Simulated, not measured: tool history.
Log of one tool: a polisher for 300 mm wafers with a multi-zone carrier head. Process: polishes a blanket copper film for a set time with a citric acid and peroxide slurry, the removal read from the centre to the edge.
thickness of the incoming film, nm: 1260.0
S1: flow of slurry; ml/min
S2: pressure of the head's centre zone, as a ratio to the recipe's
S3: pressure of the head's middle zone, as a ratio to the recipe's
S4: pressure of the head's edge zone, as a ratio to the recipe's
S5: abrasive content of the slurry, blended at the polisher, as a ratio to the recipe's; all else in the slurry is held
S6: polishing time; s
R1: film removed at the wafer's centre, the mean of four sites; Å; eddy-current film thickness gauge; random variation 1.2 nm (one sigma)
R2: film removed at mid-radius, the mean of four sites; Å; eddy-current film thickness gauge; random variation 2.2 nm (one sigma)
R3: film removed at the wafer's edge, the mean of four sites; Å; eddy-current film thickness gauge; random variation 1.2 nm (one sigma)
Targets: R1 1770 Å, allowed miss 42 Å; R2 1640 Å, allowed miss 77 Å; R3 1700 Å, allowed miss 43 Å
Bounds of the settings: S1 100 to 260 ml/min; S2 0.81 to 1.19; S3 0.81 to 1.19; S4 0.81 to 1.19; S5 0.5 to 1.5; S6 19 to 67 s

run	hour	S1	S2	S3	S4	S5	S6	R1	R2	R3
1	0	165	1	1	1	1	43	1517.1	1489.5	1500.8
2	8	185	1.01	1	1.03	1	43	1539.3	1462.1	1559.1
3	11.8	185	1.01	1	1.11	1	43	1541.4	1483.7	1613.3
4	20.6	185	1.01	1	1.14	1	43	1547.5	1512.1	1629.2
5	24.3	200	1.04	1.02	1.14	1	43	1600.7	1528.3	1662.9
6	30.7	210	1.06	1.04	1.13	1	43	1659.8	1550.5	1637.2
7	37.7	220	1.07	1.05	1.14	1	43	1669	1588.9	1648.9
8	44.6	225	1.08	1.05	1.15	1	43	1698.8	1634.7	1664.5
9	49.7	230	1.09	1.04	1.16	1	43	1720.3	1578.1	1676.1
10	54.8	235	1.09	1.05	1.16	1	43	1732.7	1627.8	1677.9
11	63.8	240	1.09	1.05	1.16	1	43	1730.7	1604.3	1674.3

Which of these 5 next moves meets every target?
A	72.8	250	1.15	1.02	1.16	0.95	42	?	?	?
B	72.8	200	1.14	1.1	1.19	1.05	43	?	?	?
C	72.8	255	1.14	1.12	1.09	1.05	42	?	?	?
D	72.8	245	1.05	1.06	1.15	1.15	41	?	?	?
E	72.8	260	1.06	1.05	1.12	0.55	49	?	?	?

move	R1	R2	R3
A	1759.1	1521.4	1655
B	1774.7	1655.2	1720.6
C	1788.1	1688.4	1639.4
D	1631.2	1598.4	1674.4
E	1689.6	1625.6	1691.2
A: brings the result that was furthest off to its target, and leaves another outside
B: meets every target
C: brings the result that was furthest off to its target, and leaves another outside
D: further off than the last run
E: further off than the last run
Answer: B
